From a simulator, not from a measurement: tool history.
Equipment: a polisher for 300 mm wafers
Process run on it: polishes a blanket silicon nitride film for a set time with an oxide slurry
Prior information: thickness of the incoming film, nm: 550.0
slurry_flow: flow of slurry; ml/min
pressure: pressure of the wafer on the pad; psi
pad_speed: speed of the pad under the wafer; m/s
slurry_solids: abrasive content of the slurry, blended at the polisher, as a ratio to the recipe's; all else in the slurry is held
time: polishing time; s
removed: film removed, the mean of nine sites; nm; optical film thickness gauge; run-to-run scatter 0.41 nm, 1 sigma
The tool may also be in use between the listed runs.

run    day  slurry_flow  pressure  pad_speed  slurry_solids  time  removed
  1  0.000          270       2.5       1.28           1.00    54   30.009
  2  0.371          270       2.5       1.28           1.15    54   31.776
  3  0.604          270       2.7       1.28           1.15    54   33.875
  4  0.979          270       2.9       1.28           1.15    54   36.787
  5  1.100          270       3.0       1.28           1.15    54   38.475
  6  1.192          270       3.0       1.28           0.95    54   35.290
  7  1.367          270       3.1       1.28           0.95    54   36.614
  8  1.462          270       3.2       1.28           0.95    54   37.257
  9  1.575          270       3.3       1.30           0.95    54   38.229
 10  1.888          270       3.4       1.34           0.95    54   41.399
 11  2.008          270       3.5       1.36           0.95    54   42.720
 12  2.275          270       3.6       1.38           0.95    54   44.007
 13  2.375          270       3.6       1.40           0.95    54   45.034

Run 14 is up next; what results do you expect?
 14  2.458          275       3.8       1.44           0.95    54        ?

{"run 14": {"removed": 48.418}}
